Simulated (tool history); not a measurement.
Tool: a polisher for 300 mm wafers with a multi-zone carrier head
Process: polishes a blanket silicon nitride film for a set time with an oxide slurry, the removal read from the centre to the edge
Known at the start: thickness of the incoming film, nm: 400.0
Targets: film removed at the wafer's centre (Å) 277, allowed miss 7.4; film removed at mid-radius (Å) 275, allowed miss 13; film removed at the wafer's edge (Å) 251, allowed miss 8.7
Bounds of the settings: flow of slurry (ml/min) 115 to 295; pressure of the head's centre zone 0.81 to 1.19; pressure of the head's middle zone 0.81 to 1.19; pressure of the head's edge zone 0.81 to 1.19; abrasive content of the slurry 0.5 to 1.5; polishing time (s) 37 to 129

| run | hour | flow of slurry (ml/min) | pressure of the head's centre zone | pressure of the head's middle zone | pressure of the head's edge zone | abrasive content of the slurry | polishing time (s) | film removed at the wafer's centre (Å) | film removed at mid-radius (Å) | film removed at the wafer's edge (Å) |
|---|---|---|---|---|---|---|---|---|---|---|
| 1 | 0 | 190 | 1 | 1 | 1 | 1 | 83 | 501.37 | 502.01 | 518.23 |
| 2 | 1.1 | 195 | 1.01 | 1.01 | 0.97 | 0.9 | 76 | 443.46 | 437.37 | 435.67 |
| 3 | 5.2 | 195 | 1.05 | 1.01 | 0.97 | 0.9 | 76 | 448.41 | 440.7 | 438.39 |
| 4 | 11.6 | 195 | 1.04 | 1.01 | 0.95 | 0.8 | 72 | 394.66 | 387.49 | 387.61 |
| 5 | 13.5 | 195 | 1.04 | 1.01 | 0.95 | 0.85 | 72 | 413.4 | 400.9 | 394.4 |
| 6 | 20.4 | 195 | 1.04 | 1.01 | 1.01 | 0.85 | 72 | 413.31 | 402.74 | 415.25 |
| 7 | 27.8 | 195 | 1.04 | 1.01 | 0.98 | 0.8 | 69 | 382.47 | 384.32 | 375.54 |
| 8 | 28.5 | 195 | 1.04 | 1 | 0.95 | 0.75 | 67 | 360.15 | 342.03 | 338.58 |
| 9 | 36.4 | 195 | 1.01 | 1 | 0.92 | 0.7 | 67 | 331.2 | 332.25 | 321.71 |

4 next moves are on the table. One of them brings every result within its allowed miss. Which?
| A | 44.3 | 170 | 1.13 | 1.11 | 0.81 | 0.7 | 56 | ? | ? | ? |
| B | 44.3 | 145 | 1.07 | 1.17 | 0.81 | 0.7 | 53 | ? | ? | ? |
| C | 44.3 | 210 | 1.06 | 1.06 | 0.88 | 0.55 | 64 | ? | ? | ? |
| D | 44.3 | 215 | 0.97 | 1.08 | 0.87 | 0.7 | 86 | ? | ? | ? |

| move | film removed at the wafer's centre (Å) | film removed at mid-radius (Å) | film removed at the wafer's edge (Å) |
|---|---|---|---|
| A | 294.33 | 288.6 | 250.11 |
| B | 257.41 | 277.54 | 231.54 |
| C | 273.52 | 271.15 | 250.68 |
| D | 414.16 | 449.02 | 406.03 |
A: brings the result that was furthest off to its target, and leaves another outside
B: takes the result that was furthest off past its target
C: meets every target
D: further off than the last run
The right move is C.
